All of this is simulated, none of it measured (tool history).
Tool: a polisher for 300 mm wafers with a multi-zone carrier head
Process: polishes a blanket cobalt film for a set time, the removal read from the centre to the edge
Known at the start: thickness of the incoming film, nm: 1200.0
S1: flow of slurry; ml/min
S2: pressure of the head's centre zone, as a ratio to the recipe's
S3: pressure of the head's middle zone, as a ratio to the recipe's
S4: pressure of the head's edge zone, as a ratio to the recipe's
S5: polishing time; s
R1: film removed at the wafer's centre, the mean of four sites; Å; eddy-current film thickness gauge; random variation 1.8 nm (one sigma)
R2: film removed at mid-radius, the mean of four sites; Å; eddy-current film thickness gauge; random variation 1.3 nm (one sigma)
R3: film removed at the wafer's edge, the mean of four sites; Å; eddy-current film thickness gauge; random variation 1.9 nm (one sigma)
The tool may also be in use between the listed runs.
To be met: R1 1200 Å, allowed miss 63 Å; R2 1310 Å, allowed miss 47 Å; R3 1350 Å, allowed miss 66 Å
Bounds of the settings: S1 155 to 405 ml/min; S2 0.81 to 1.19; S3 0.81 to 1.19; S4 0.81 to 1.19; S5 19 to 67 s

run    day   S1    S2    S3    S4  S5      R1      R2      R3
  1      0  260     1     1     1  43  2219.9  2203.4  2168.7
  2  0.238  260  1.06     1     1  43  2379.1  2149.9  2187.5
  3  0.271  315  1.06     1     1  43  2404.8  2188.7  2131.6
  4  0.462  315  1.06     1  1.05  43  2407.9  2212.7  2239.3
  5  0.754  310  1.01  0.97  1.04  38  2058.2  1932.5  1971.1
  6  1.012  310  1.01  0.97  1.04  45  2392.7  2241.4  2372.9
  7  1.108  305  0.96  0.95  1.03  39  2009.7  1924.2  2047.5
  8  1.217  300  0.92  0.95  1.02  34    1633  1663.9  1725.8
  9  1.554  300  0.89  0.94     1  32  1537.5  1574.4  1682.5
 10  1.596  300  0.88  0.95  0.99  30  1449.8  1470.3  1515.6
 11  1.892  290  0.86  0.95  0.99  29  1366.5  1429.2  1460.9
 12  2.025  280  0.85  0.95  0.99  28  1300.3  1374.8  1389.1
 13  2.221  270  0.84  0.94     1  28  1282.5  1361.3  1439.6

4 next moves are on the table. One of them brings every result within its allowed miss. Which?
  A  2.417  175  0.81  1.01  1.07  27   ?   ?   ?
  B  2.417  210  0.84  0.98  1.02  27   ?   ?   ?
  C  2.417  215  0.84  1.02     1  24   ?   ?   ?
  D  2.417  230  0.98  0.91  0.97  28   ?   ?   ?

move      R1      R2      R3
   A  1114.2  1256.9  1307.8
   B  1187.7  1265.8  1315.7
   C  1060.4  1168.1  1163.4
   D  1409.9  1250.1  1354.2
A: brings the result that was furthest off to its target, and leaves another outside
B: meets every target
C: takes the result that was furthest off past its target
D: brings the result that was furthest off to its target, and leaves another outside
The right move is B.
